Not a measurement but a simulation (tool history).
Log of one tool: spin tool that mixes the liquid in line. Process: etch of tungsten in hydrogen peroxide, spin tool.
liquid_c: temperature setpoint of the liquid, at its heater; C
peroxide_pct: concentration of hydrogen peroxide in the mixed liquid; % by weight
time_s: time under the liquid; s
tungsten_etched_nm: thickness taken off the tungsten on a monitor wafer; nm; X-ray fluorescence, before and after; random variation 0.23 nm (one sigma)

Run 1, hour 0: liquid_c 44 C, peroxide_pct 19 % by weight, time_s 15 s. Result: tungsten_etched_nm 29.023 nm.
Run 2, hour 2.8: liquid_c 44 C, peroxide_pct 19 % by weight, time_s 15 s. Result: tungsten_etched_nm 28.73 nm.
Run 3, hour 5.1: liquid_c 44 C, peroxide_pct 17 % by weight, time_s 15 s. Result: tungsten_etched_nm 27.28 nm.
Run 4, hour 5.7: liquid_c 40.5 C, peroxide_pct 17 % by weight, time_s 15 s. Result: tungsten_etched_nm 21.921 nm.
Run 5, hour 9.6: liquid_c 35.5 C, peroxide_pct 17 % by weight, time_s 15 s. Result: tungsten_etched_nm 15.437 nm.
Run 6, hour 10.5: liquid_c 32 C, peroxide_pct 17 % by weight, time_s 15 s. Result: tungsten_etched_nm 12.28 nm.
Run 7, hour 14.9: liquid_c 35 C, peroxide_pct 17 % by weight, time_s 15 s. Result: tungsten_etched_nm 15.545 nm.
Run 8, hour 22.2: liquid_c 37 C, peroxide_pct 17 % by weight, time_s 15 s. Result: tungsten_etched_nm 17.623 nm.
Run 9, hour 25.7: liquid_c 37 C, peroxide_pct 17 % by weight, time_s 15 s. Result: tungsten_etched_nm 17.27 nm.
Run 10, hour 34.2: liquid_c 38.5 C, peroxide_pct 17 % by weight, time_s 15 s. Result: tungsten_etched_nm 19.292 nm.

Forecast run 11:
Run 11, hour 42.6: liquid_c 39.5 C, peroxide_pct 17 % by weight, time_s 15 s. Result: tungsten_etched_nm ?.

Run 11 gave tungsten_etched_nm 20.696 nm.
